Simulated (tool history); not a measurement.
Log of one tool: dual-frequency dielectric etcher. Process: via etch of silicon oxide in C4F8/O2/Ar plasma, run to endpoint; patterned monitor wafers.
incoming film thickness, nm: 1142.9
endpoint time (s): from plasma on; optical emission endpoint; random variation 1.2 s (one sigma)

run	day	source power (W)	bias power (W)	endpoint time (s)
1	0.000	2080	2839	214.08
2	0.354	2390	2839	202.94
3	0.475	2250	2749	209.39
4	0.788	1960	2749	222.47
5	0.825	2100	2749	217.31
6	0.942	2000	2713	219.44

Forecast run 7:
7	1.300	1900	2644	?

endpoint time (s): 225.78
